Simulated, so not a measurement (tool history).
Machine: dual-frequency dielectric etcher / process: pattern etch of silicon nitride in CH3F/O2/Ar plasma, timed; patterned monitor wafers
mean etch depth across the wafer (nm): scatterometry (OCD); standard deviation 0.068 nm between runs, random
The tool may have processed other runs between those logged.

run  hour  source power (W)  bias power (W)  etch time (s)  mean etch depth across the wafer (nm)
  1   0.0               440              65             46                                 33.738
  2   6.9               420              65             46                                 33.310
  3  15.1               420              60             46                                 32.128
  4  15.7               480              60             46                                 33.312
  5  22.2               480              53             46                                 31.644
  6  31.0               470              53             46                                 31.599
  7  31.6               460              53             46                                 31.195
  8  38.1               450              53             46                                 31.064
  9  46.4               440              53             46                                 30.948
 10  53.3               430              53             46                                 30.745
 11  62.0               420              53             46                                 30.707
 12  68.7               410              53             46                                 30.347

Run 13 has not been measured yet. What should we expect?
 13  70.3               400              53             46                                      ?

{"run 13": {"mean etch depth across the wafer (nm)": 30.173}}
